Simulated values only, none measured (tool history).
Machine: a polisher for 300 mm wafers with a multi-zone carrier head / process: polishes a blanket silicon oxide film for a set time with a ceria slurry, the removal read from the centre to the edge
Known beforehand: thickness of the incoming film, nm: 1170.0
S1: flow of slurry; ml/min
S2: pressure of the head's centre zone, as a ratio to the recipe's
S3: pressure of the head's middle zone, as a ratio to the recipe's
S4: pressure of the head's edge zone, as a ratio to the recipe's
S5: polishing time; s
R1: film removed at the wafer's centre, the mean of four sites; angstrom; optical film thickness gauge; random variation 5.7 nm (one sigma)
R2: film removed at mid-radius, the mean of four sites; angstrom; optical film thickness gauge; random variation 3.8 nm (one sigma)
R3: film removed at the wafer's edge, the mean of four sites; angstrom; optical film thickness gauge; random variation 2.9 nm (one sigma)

{"run": 1, "day": 0.0, "S1": 310, "S2": 1.0, "S3": 1.0, "S4": 1.0, "S5": 60, "R1": 2721.5, "R2": 2804.6, "R3": 2706.2}
{"run": 2, "day": 0.121, "S1": 320, "S2": 1.06, "S3": 1.02, "S4": 1.04, "S5": 64, "R1": 3037.9, "R2": 3030.1, "R3": 2937.3}
{"run": 3, "day": 0.229, "S1": 330, "S2": 1.1, "S3": 1.03, "S4": 1.04, "S5": 67, "R1": 3273.0, "R2": 3212.4, "R3": 3016.1}
{"run": 4, "day": 0.279, "S1": 330, "S2": 1.1, "S3": 1.03, "S4": 1.04, "S5": 77, "R1": 3710.4, "R2": 3693.1, "R3": 3447.6}
{"run": 5, "day": 0.421, "S1": 330, "S2": 1.1, "S3": 1.03, "S4": 1.04, "S5": 85, "R1": 4084.2, "R2": 4028.5, "R3": 3859.9}
{"run": 6, "day": 0.625, "S1": 325, "S2": 1.11, "S3": 1.01, "S4": 1.0, "S5": 84, "R1": 4119.2, "R2": 4009.2, "R3": 3769.9}

Run 7 is up next; what results do you expect?
{"run": 7, "day": 0.817, "S1": 325, "S2": 1.12, "S3": 0.99, "S4": 0.98, "S5": 82, "R1": "?", "R2": "?", "R3": "?"}

For run 7 the tool returned R1 3888.7 angstrom, R2 3784.8 angstrom, R3 3665.8 angstrom.

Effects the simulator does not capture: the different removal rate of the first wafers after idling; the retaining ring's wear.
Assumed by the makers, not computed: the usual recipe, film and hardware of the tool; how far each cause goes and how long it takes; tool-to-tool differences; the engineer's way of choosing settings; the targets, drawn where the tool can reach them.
